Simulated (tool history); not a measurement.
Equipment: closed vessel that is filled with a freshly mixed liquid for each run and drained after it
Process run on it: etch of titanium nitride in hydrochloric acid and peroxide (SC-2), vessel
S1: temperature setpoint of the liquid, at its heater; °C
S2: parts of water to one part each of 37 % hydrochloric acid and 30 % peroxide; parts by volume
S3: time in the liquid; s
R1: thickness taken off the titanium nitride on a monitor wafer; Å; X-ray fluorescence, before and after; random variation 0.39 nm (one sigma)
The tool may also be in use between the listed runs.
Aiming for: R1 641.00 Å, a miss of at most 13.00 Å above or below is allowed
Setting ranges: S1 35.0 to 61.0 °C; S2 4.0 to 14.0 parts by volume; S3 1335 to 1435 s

run,day,S1,S2,S3,R1
1,0.000,45.0,7.5,1335,488.66
2,0.146,45.0,9.0,1335,425.99
3,0.425,46.5,9.0,1335,468.50
4,0.650,46.5,9.0,1435,503.41
# day 0.917: new drum of peroxide connected
5,0.917,47.5,9.0,1435,573.32
6,1.183,47.5,12.0,1435,450.01
7,1.321,48.5,12.0,1435,482.74
8,1.592,49.5,12.0,1435,509.32
9,1.950,50.5,12.0,1435,550.04
10,2.154,51.0,12.0,1435,573.19

Below are 4 possible settings for the next run. Only one of them brings all results inside the allowed miss of their targets. Which is it?
A,2.358,49.5,10.0,1435,?
B,2.358,52.5,11.5,1345,?
C,2.358,53.5,12.5,1405,?
D,2.358,51.5,11.0,1370,?

move,R1
A,602.42
B,612.28
C,635.77
D,606.37
A: nearer than the last run, and not there yet
B: nearer than the last run, and not there yet
C: in spec on every target
D: nearer than the last run, and not there yet
Move C is the one to make.

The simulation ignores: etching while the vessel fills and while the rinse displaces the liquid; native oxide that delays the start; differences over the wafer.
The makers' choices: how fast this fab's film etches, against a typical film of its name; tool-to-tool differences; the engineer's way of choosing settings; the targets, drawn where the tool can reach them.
